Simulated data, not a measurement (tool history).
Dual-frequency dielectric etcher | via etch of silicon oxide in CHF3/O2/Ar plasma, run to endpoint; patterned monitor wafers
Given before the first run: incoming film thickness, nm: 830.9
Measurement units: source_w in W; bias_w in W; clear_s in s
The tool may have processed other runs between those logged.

| run | day | source_w | bias_w | clear_s |
|---|---|---|---|---|
| 1 | 0.000 | 660 | 231 | 393.15 |
| 2 | 0.362 | 660 | 192 | 416.67 |
| 3 | 0.596 | 660 | 216 | 401.92 |
| 4 | 0.712 | 660 | 177 | 424.36 |
| 5 | 0.850 | 700 | 182 | 415.80 |
| 6 | 0.979 | 780 | 182 | 397.73 |
| 7 | 1.008 | 800 | 187 | 390.95 |

Predict the results of run 8:
| 8 | 1.162 | 820 | 191 | ? |

{"run 8": {"clear_s": 380.35}}
